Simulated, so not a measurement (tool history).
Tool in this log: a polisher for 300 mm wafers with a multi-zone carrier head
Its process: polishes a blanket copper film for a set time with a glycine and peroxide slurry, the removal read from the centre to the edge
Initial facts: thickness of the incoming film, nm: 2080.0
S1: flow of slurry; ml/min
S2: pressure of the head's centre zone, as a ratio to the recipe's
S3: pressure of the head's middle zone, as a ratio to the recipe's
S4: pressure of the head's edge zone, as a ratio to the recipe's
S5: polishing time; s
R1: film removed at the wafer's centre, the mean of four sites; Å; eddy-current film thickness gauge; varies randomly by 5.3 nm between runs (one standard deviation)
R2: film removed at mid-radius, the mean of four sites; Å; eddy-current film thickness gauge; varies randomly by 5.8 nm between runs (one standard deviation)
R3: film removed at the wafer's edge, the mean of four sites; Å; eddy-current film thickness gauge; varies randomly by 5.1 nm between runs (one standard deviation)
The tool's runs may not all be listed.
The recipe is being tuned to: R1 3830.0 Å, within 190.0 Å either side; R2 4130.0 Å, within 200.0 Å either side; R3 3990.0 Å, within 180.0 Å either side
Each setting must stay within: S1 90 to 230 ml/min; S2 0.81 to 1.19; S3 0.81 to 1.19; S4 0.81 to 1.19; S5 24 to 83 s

run 1 day=0.000 | S1=150 S2=1.00 S3=1.00 S4=1.00 S5=53 | R1=2468.8 R2=2496.6 R3=2604.7
run 2 day=0.133 | S1=155 S2=1.01 S3=1.03 S4=1.02 S5=57 | R1=2791.2 R2=2788.1 R3=2841.9
run 3 day=0.296 | S1=160 S2=1.00 S3=1.05 S4=1.04 S5=60 | R1=2856.0 R2=2953.0 R3=2980.1
run 4 day=0.546 | S1=160 S2=1.00 S3=1.06 S4=1.04 S5=64 | R1=3121.5 R2=3223.1 R3=3182.2
run 5 day=0.854 | S1=160 S2=1.00 S3=1.06 S4=1.04 S5=57 | R1=2829.3 R2=2788.3 R3=2910.3
run 6 day=1.038 | S1=160 S2=1.00 S3=1.07 S4=1.05 S5=61 | R1=2934.7 R2=3144.5 R3=3063.9
run 7 day=1.208 | S1=165 S2=1.01 S3=1.07 S4=1.07 S5=64 | R1=3276.1 R2=3269.4 R3=3315.6
run 8 day=1.404 | S1=165 S2=1.00 S3=1.09 S4=1.08 S5=66 | R1=3244.5 R2=3282.9 R3=3451.2

5 next moves are on the table. One of them brings every result within its allowed miss. Which?
run A day=1.600 | S1=170 S2=0.88 S3=1.08 S4=1.19 S5=60 | R1=? R2=? R3=?
run B day=1.600 | S1=175 S2=0.99 S3=1.10 S4=1.00 S5=80 | R1=? R2=? R3=?
run C day=1.600 | S1=160 S2=0.88 S3=1.13 S4=1.03 S5=78 | R1=? R2=? R3=?
run D day=1.600 | S1=185 S2=0.83 S3=1.15 S4=0.85 S5=66 | R1=? R2=? R3=?
run E day=1.600 | S1=165 S2=0.84 S3=1.19 S4=0.81 S5=81 | R1=? R2=? R3=?

move=A R1=2617.0 R2=3056.2 R3=3225.5
move=B R1=3946.5 R2=4153.5 R3=3991.2
move=C R1=3372.7 R2=4098.0 R3=3905.7
move=D R1=2748.3 R2=3588.9 R3=3097.2
move=E R1=3358.7 R2=4470.3 R3=3690.0
A: misses by more than the last run did
B: hits every target within its allowed miss
C: puts the biggest miss on target and leaves a different result outside tolerance
D: misses by more than the last run did
E: the result that was furthest off in the last run now lies on the other side of its target
B is the move that brings every result within its allowed miss.
